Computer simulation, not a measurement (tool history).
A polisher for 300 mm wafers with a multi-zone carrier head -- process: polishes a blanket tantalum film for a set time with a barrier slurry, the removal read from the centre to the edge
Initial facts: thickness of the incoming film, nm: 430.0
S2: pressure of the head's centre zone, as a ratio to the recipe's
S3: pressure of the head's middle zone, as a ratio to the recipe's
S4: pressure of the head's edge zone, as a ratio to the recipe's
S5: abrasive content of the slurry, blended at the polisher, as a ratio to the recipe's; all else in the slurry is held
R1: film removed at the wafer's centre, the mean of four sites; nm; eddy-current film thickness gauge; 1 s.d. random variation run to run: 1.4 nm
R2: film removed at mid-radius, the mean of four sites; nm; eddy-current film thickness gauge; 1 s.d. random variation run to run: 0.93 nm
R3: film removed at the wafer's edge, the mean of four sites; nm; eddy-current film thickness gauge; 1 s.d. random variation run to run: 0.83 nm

run 1 hour=0 | flow_of_slurry_(ml/min)=155 S2=1 S3=1 S4=1 S5=1 polishing_time_(s)=76 | R1=142.51 R2=145.48 R3=152.61
run 2 hour=1.7 | flow_of_slurry_(ml/min)=155 S2=1 S3=1.06 S4=1 S5=1 polishing_time_(s)=76 | R1=146.98 R2=150.28 R3=148.32
run 3 hour=2.9 | flow_of_slurry_(ml/min)=155 S2=1.07 S3=1.06 S4=1 S5=1 polishing_time_(s)=76 | R1=151.48 R2=151.57 R3=149.79
run 4 hour=7.2 | flow_of_slurry_(ml/min)=145 S2=1.08 S3=0.99 S4=0.97 S5=0.85 polishing_time_(s)=72 | R1=135.15 R2=124.89 R3=130.01
run 5 hour=11.8 | flow_of_slurry_(ml/min)=130 S2=1.04 S3=0.94 S4=0.94 S5=0.8 polishing_time_(s)=72 | R1=118.29 R2=111.82 R3=122.14
run 6 hour=15.2 | flow_of_slurry_(ml/min)=130 S2=1.04 S3=0.94 S4=0.94 S5=0.8 polishing_time_(s)=79 | R1=133.11 R2=121.72 R3=133.93

Run 7 is up next; what results do you expect?
run 7 hour=15.9 | flow_of_slurry_(ml/min)=120 S2=1.02 S3=0.91 S4=0.9 S5=0.75 polishing_time_(s)=79 | R1=? R2=? R3=?

R1: 125.5 nm
R2: 113.07 nm
R3: 122.58 nm
